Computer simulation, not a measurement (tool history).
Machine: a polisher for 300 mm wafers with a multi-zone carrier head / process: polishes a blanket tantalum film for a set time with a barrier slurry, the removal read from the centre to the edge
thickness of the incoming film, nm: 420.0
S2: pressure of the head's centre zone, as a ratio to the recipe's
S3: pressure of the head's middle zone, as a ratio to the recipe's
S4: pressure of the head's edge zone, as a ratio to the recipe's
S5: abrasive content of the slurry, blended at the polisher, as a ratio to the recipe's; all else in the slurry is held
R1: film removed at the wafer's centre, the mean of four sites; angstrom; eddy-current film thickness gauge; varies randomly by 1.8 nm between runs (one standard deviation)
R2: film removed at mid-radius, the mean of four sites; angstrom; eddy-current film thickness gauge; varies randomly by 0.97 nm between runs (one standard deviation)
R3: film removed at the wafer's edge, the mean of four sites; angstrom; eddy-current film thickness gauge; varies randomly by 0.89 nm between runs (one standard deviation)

{"run": 1, "day": 0.0, "flow of slurry (ml/min)": 135, "S2": 1.0, "S3": 1.0, "S4": 1.0, "S5": 1.0, "polishing time (s)": 84, "R1": 828.87, "R2": 824.03, "R3": 831.42}
{"run": 2, "day": 0.317, "flow of slurry (ml/min)": 135, "S2": 1.0, "S3": 1.0, "S4": 0.96, "S5": 1.0, "polishing time (s)": 84, "R1": 843.0, "R2": 821.56, "R3": 804.57}
{"run": 3, "day": 0.529, "flow of slurry (ml/min)": 135, "S2": 1.0, "S3": 1.0, "S4": 0.96, "S5": 1.0, "polishing time (s)": 70, "R1": 706.11, "R2": 676.23, "R3": 681.04}
{"run": 4, "day": 0.675, "flow of slurry (ml/min)": 145, "S2": 1.04, "S3": 0.99, "S4": 0.98, "S5": 1.1, "polishing time (s)": 73, "R1": 800.28, "R2": 747.91, "R3": 731.9}
{"run": 5, "day": 0.75, "flow of slurry (ml/min)": 145, "S2": 1.04, "S3": 0.99, "S4": 0.98, "S5": 1.1, "polishing time (s)": 91, "R1": 986.78, "R2": 936.44, "R3": 903.76}
{"run": 6, "day": 1.054, "flow of slurry (ml/min)": 150, "S2": 1.07, "S3": 0.97, "S4": 1.01, "S5": 1.15, "polishing time (s)": 91, "R1": 1033.1, "R2": 918.55, "R3": 947.84}
{"run": 7, "day": 1.283, "flow of slurry (ml/min)": 160, "S2": 1.1, "S3": 0.97, "S4": 1.02, "S5": 1.2, "polishing time (s)": 91, "R1": 1071.8, "R2": 934.19, "R3": 973.05}
{"run": 8, "day": 1.521, "flow of slurry (ml/min)": 165, "S2": 1.12, "S3": 0.97, "S4": 1.02, "S5": 1.25, "polishing time (s)": 91, "R1": 1124.8, "R2": 955.12, "R3": 959.68}

Expected results for the next run?
{"day": 1.862, "done": "edge zone pressure recalibrated"}
{"run": 9, "day": 1.862, "flow of slurry (ml/min)": 170, "S2": 1.13, "S3": 0.97, "S4": 1.03, "S5": 1.3, "polishing time (s)": 91, "R1": "?", "R2": "?", "R3": "?"}

{"run 9": {"R1": 1157.6, "R2": 955.99, "R3": 1026.6}}
